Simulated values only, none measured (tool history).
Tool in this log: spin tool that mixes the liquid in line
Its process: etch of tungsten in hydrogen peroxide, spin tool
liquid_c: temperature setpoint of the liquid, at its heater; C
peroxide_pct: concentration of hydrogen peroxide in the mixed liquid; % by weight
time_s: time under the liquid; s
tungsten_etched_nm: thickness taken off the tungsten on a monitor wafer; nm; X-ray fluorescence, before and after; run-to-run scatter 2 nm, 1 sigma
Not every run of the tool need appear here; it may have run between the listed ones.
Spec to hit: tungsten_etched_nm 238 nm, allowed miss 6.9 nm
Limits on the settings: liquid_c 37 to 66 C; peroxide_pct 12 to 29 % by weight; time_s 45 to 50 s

Run 1, day 0: liquid_c 53 C, peroxide_pct 19.5 % by weight, time_s 45 s. Result: tungsten_etched_nm 157.77 nm.
Run 2, day 0.35: liquid_c 53 C, peroxide_pct 21.5 % by weight, time_s 45 s. Result: tungsten_etched_nm 163.55 nm.
Run 3, day 0.408: liquid_c 54 C, peroxide_pct 21.5 % by weight, time_s 45 s. Result: tungsten_etched_nm 177.2 nm.
Run 4, day 0.55: liquid_c 54.5 C, peroxide_pct 21.5 % by weight, time_s 45 s. Result: tungsten_etched_nm 181.29 nm.
Run 5, day 0.725: liquid_c 55 C, peroxide_pct 21.5 % by weight, time_s 45 s. Result: tungsten_etched_nm 185.73 nm.
Run 6, day 0.75: liquid_c 55.5 C, peroxide_pct 21.5 % by weight, time_s 45 s. Result: tungsten_etched_nm 191.52 nm.
Run 7, day 0.842: liquid_c 56 C, peroxide_pct 21.5 % by weight, time_s 45 s. Result: tungsten_etched_nm 197.9 nm.
Run 8, day 1: liquid_c 56.5 C, peroxide_pct 21.5 % by weight, time_s 45 s. Result: tungsten_etched_nm 203.43 nm.
Run 9, day 1.267: liquid_c 57 C, peroxide_pct 21.5 % by weight, time_s 45 s. Result: tungsten_etched_nm 208.84 nm.
Run 10, day 1.538: liquid_c 57.5 C, peroxide_pct 21.5 % by weight, time_s 45 s. Result: tungsten_etched_nm 217.04 nm.
Run 11, day 1.85: liquid_c 58.5 C, peroxide_pct 21.5 % by weight, time_s 45 s. Result: tungsten_etched_nm 227.04 nm.

Of the 5 settings listed for the next run, only one would bring every result within its allowed miss of target. Which one?
Run A, day 2.162: liquid_c 61.5 C, peroxide_pct 19 % by weight, time_s 45 s. Result: tungsten_etched_nm ?.
Run B, day 2.162: liquid_c 57 C, peroxide_pct 20 % by weight, time_s 50 s. Result: tungsten_etched_nm ?.
Run C, day 2.162: liquid_c 61 C, peroxide_pct 19.5 % by weight, time_s 45 s. Result: tungsten_etched_nm ?.
Run D, day 2.162: liquid_c 58.5 C, peroxide_pct 20.5 % by weight, time_s 45 s. Result: tungsten_etched_nm ?.
Run E, day 2.162: liquid_c 59 C, peroxide_pct 21.5 % by weight, time_s 45 s. Result: tungsten_etched_nm ?.

move  tungsten_etched_nm
   A              257.13
   B              226.02
   C              253.16
   D              224.76
   E              236.94
A: takes the result that was furthest off past its target
B: misses by more than the last run did
C: takes the result that was furthest off past its target
D: misses by more than the last run did
E: every result lands within tolerance
The move that meets every target is E.
